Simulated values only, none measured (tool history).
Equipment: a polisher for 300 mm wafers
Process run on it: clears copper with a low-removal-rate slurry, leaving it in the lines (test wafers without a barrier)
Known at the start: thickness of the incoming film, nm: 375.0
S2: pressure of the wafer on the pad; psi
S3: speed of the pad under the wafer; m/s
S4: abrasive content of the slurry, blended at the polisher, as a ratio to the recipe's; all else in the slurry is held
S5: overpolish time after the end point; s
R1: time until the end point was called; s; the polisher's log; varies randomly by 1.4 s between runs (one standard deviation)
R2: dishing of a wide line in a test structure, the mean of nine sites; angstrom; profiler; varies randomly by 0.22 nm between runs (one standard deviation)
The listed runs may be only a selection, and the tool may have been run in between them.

Run 1, hour 0: flow of slurry (ml/min) 255, S2 2.3 psi, S3 1.38 m/s, S4 1, S5 10 s. Result: R1 138.95 s, R2 85.961 angstrom.
Run 2, hour 1.4: flow of slurry (ml/min) 255, S2 2.3 psi, S3 1.38 m/s, S4 1.1, S5 10 s. Result: R1 132.35 s, R2 84.113 angstrom.
Run 3, hour 3.7: flow of slurry (ml/min) 255, S2 2.3 psi, S3 1.38 m/s, S4 1.1, S5 11 s. Result: R1 132.46 s, R2 93.033 angstrom.
Run 4, hour 9.8: flow of slurry (ml/min) 255, S2 2.5 psi, S3 1.38 m/s, S4 1.1, S5 11 s. Result: R1 120.53 s, R2 92.541 angstrom.
Run 5, hour 14: flow of slurry (ml/min) 255, S2 2.5 psi, S3 1.38 m/s, S4 1.2, S5 11 s. Result: R1 115.56 s, R2 95.813 angstrom.
Run 6, hour 16.4: flow of slurry (ml/min) 255, S2 2.6 psi, S3 1.38 m/s, S4 1.2, S5 11 s. Result: R1 118.12 s, R2 94.365 angstrom.

What will run 7 give?
Run 7, hour 23.3: flow of slurry (ml/min) 255, S2 2.7 psi, S3 1.4 m/s, S4 1.2, S5 11 s. Result: R1 ?, R2 ?.

For run 7 the tool returned R1 110.42 s, R2 94.614 angstrom.
